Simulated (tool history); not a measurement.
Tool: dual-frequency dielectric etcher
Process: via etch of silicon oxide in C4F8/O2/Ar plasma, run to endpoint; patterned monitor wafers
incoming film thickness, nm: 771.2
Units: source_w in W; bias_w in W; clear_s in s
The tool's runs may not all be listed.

run	hour	source_w	bias_w	clear_s
1	0	2310	1695	147.56
2	7.5	2130	1608	155.2
3	11.5	2450	1608	148.1
4	18.5	2270	1518	152.22
5	20.5	2100	1422	159.76
6	22.1	1970	1363	165.57

Run 7 comes next. What will it give?
7	29.4	1870	1329	?

{"run 7": {"clear_s": 169.45}}

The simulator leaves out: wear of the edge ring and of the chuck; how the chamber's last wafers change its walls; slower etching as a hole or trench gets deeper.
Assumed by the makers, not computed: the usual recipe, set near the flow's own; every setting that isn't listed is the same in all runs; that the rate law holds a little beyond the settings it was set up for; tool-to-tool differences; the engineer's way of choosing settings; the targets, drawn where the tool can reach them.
